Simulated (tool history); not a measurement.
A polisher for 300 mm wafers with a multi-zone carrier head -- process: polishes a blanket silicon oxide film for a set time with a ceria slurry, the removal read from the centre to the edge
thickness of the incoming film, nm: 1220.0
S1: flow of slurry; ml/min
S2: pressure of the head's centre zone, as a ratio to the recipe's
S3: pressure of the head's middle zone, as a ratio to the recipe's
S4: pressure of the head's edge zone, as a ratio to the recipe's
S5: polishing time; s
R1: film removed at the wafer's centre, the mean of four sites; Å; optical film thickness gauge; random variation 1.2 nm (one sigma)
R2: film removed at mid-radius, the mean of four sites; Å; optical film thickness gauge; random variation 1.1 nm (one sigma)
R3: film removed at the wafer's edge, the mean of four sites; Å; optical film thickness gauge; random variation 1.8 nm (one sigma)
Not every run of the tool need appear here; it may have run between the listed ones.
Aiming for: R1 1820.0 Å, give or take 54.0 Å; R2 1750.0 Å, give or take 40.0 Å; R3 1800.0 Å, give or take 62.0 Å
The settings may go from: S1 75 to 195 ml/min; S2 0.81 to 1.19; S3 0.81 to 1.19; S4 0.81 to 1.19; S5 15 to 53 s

| run | day | S1 | S2 | S3 | S4 | S5 | R1 | R2 | R3 |
|---|---|---|---|---|---|---|---|---|---|
| 1 | 0.000 | 125 | 1.00 | 1.00 | 1.00 | 34 | 1520.8 | 1512.3 | 1545.1 |
| 2 | 0.204 | 125 | 1.00 | 1.00 | 1.00 | 42 | 1911.2 | 1897.5 | 1916.0 |
| 3 | 0.558 | 125 | 1.00 | 1.00 | 1.00 | 34 | 1532.7 | 1501.1 | 1549.1 |
| 4 | 0.675 | 125 | 1.00 | 0.94 | 1.00 | 34 | 1527.8 | 1436.4 | 1540.5 |
| 5 | 0.721 | 125 | 1.00 | 0.94 | 1.00 | 28 | 1257.8 | 1180.2 | 1248.8 |
| 6 | 0.900 | 125 | 1.00 | 0.86 | 1.00 | 28 | 1282.8 | 1084.9 | 1277.6 |
| 7 | 1.196 | 130 | 1.01 | 0.89 | 1.03 | 29 | 1331.6 | 1187.3 | 1319.2 |
| 8 | 1.562 | 130 | 1.02 | 0.90 | 1.04 | 31 | 1426.2 | 1267.9 | 1447.9 |
| 9 | 1.871 | 165 | 1.12 | 1.00 | 1.13 | 32 | 1702.0 | 1504.3 | 1623.5 |
| 10 | 2.121 | 170 | 1.12 | 1.01 | 1.14 | 32 | 1703.3 | 1531.2 | 1639.0 |
| 11 | 2.483 | 175 | 1.12 | 1.02 | 1.15 | 32 | 1677.0 | 1536.0 | 1635.8 |

Exactly one of the 5 candidate moves below puts every result within its allowed miss. Which one?
| A | 2.846 | 170 | 1.04 | 0.88 | 1.19 | 33 | ? | ? | ? |
| B | 2.846 | 140 | 0.88 | 0.87 | 1.19 | 37 | ? | ? | ? |
| C | 2.846 | 120 | 1.14 | 1.08 | 1.16 | 37 | ? | ? | ? |
| D | 2.846 | 175 | 1.14 | 0.93 | 1.19 | 28 | ? | ? | ? |
| E | 2.846 | 180 | 0.97 | 0.96 | 1.19 | 35 | ? | ? | ? |

| move | R1 | R2 | R3 |
|---|---|---|---|
| A | 1660.9 | 1406.8 | 1740.8 |
| B | 1578.9 | 1505.2 | 1899.5 |
| C | 1836.4 | 1738.4 | 1821.5 |
| D | 1519.5 | 1255.5 | 1481.5 |
| E | 1692.3 | 1620.3 | 1857.5 |
A: misses by more than the last run did
B: misses by more than the last run did
C: every result lands within tolerance
D: misses by more than the last run did
E: closes in on the targets versus the last run, not all within tolerance yet
C meets every target.

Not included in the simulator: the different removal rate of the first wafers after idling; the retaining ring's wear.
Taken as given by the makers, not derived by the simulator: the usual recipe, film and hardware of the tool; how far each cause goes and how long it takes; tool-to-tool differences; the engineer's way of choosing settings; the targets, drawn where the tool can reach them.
